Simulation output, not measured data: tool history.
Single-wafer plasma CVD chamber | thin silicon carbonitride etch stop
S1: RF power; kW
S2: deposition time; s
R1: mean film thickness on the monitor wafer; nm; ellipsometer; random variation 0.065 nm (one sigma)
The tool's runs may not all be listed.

run	day	S1	S2	R1
1	0	0.235	17.8	11.558
2	0.138	0.235	15.3	9.9407
3	0.488	0.25	16.5	10.945
4	0.775	0.275	16.5	11.446
5	0.95	0.265	16.5	11.359
6	1.079	0.265	15.6	10.612
7	1.125	0.275	16.4	11.433
8	1.217	0.285	16.9	11.821
9	1.438	0.29	17.4	12.362

Run 10 comes next. What will it give?
10	1.771	0.295	17.7	?

{"run 10": {"R1": 12.613}}
